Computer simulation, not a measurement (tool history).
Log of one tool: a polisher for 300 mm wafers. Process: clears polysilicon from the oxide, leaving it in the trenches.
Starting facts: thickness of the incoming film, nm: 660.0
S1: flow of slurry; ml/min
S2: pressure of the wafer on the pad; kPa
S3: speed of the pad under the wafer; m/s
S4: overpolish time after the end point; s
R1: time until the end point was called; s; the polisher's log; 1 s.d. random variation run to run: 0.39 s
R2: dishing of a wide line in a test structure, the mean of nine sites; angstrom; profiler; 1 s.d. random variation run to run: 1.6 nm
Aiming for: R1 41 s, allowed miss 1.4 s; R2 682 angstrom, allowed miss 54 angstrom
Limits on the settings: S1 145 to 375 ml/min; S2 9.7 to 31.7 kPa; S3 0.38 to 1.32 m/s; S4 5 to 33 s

run 1 hour=0 | S1=240 S2=20.7 S3=0.84 S4=17 | R1=48.199 R2=668.02
run 2 hour=2.3 | S1=240 S2=17.2 S3=0.84 S4=17 | R1=57.4 R2=653.88
run 3 hour=4.6 | S1=240 S2=19.3 S3=0.84 S4=17 | R1=51.867 R2=664.87
run 4 hour=5.3 | S1=280 S2=19.3 S3=0.84 S4=17 | R1=50.137 R2=629.93
run 5 hour=9.2 | S1=275 S2=20.7 S3=0.84 S4=18 | R1=48.526 R2=683.44
run 6 hour=12.4 | S1=275 S2=20.7 S3=0.84 S4=25 | R1=47.87 R2=661.52
run 7 hour=19.1 | S1=275 S2=21.4 S3=0.84 S4=25 | R1=46.856 R2=670.28
run 8 hour=23.2 | S1=280 S2=22.1 S3=0.84 S4=25 | R1=45.349 R2=709.9
run 9 hour=30.3 | S1=300 S2=22.1 S3=0.86 S4=23 | R1=44.243 R2=680.06
run 10 hour=33.6 | S1=310 S2=22.8 S3=0.86 S4=23 | R1=43.82 R2=714.22

Which one of the following 5 next-run settings gets every result inside its allowed miss? There is exactly one.
run A hour=36.9 | S1=325 S2=23.4 S3=0.72 S4=29 | R1=? R2=?
run B hour=36.9 | S1=275 S2=24.8 S3=0.8 S4=29 | R1=? R2=?
run C hour=36.9 | S1=275 S2=17.9 S3=1.24 S4=23 | R1=? R2=?
run D hour=36.9 | S1=300 S2=30.3 S3=0.64 S4=21 | R1=? R2=?
run E hour=36.9 | S1=335 S2=22.1 S3=0.94 S4=23 | R1=? R2=?

move=A R1=49.947 R2=696.66
move=B R1=43.468 R2=698.53
move=C R1=37.359 R2=697.6
move=D R1=44.907 R2=690.45
move=E R1=40.542 R2=696.22
A: lands further from the targets than the last run did
B: nearer the targets than the last run, but a result is still out of spec
C: moves the result that the last run missed by most past its target, out the other side
D: lands further from the targets than the last run did
E: meets every target
Go with E: it meets all targets.

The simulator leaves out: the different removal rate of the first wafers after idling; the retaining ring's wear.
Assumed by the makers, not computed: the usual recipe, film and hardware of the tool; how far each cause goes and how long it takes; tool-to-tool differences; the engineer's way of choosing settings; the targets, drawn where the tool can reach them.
